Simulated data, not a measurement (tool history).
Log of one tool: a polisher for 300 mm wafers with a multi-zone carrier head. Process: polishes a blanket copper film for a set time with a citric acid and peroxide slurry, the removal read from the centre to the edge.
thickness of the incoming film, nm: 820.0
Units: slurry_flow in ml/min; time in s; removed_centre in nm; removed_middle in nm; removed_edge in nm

| run | hour | slurry_flow | centre_zone | middle_zone | edge_zone | slurry_solids | time | removed_centre | removed_middle | removed_edge |
|---|---|---|---|---|---|---|---|---|---|---|
| 1 | 0.0 | 285 | 1.00 | 1.00 | 1.00 | 1.00 | 90 | 237.48 | 237.70 | 232.63 |
| 2 | 4.4 | 285 | 1.00 | 1.00 | 1.00 | 0.85 | 90 | 226.53 | 229.54 | 226.67 |
| 3 | 5.2 | 290 | 1.02 | 0.99 | 1.02 | 0.95 | 91 | 242.40 | 238.17 | 233.81 |
| 4 | 7.9 | 290 | 0.96 | 0.99 | 1.02 | 0.95 | 91 | 224.08 | 237.18 | 236.28 |
| 5 | 8.7 | 320 | 0.96 | 0.99 | 1.02 | 0.95 | 91 | 227.35 | 239.34 | 235.80 |
| 6 | 9.7 | 310 | 0.98 | 0.97 | 1.03 | 1.00 | 93 | 242.73 | 237.50 | 245.03 |
| 7 | 14.2 | 305 | 1.00 | 0.97 | 1.04 | 1.05 | 95 | 249.28 | 245.93 | 250.42 |
| 8 | 20.5 | 305 | 1.02 | 0.96 | 1.05 | 1.10 | 97 | 263.43 | 247.68 | 256.89 |
| 9 | 23.3 | 305 | 1.04 | 0.96 | 1.06 | 1.15 | 99 | 272.94 | 255.26 | 262.18 |
| 10 | 32.3 | 305 | 1.06 | 0.95 | 1.07 | 1.20 | 101 | 285.76 | 259.39 | 277.42 |
| 11 | 38.4 | 310 | 1.08 | 0.95 | 1.07 | 1.25 | 102 | 296.57 | 266.80 | 279.14 |
| 12 | 42.1 | 315 | 1.09 | 0.94 | 1.07 | 1.30 | 103 | 305.80 | 265.65 | 285.57 |
| 13 | 45.5 | 320 | 1.10 | 0.94 | 1.07 | 1.35 | 104 | 319.38 | 276.29 | 287.35 |

The next listed run, before its measurement:
| 14 | 54.5 | 325 | 1.11 | 0.94 | 1.08 | 1.35 | 105 | ? | ? | ? |

{"run 14": {"removed_centre": 317.49, "removed_middle": 276.23, "removed_edge": 293.46}}
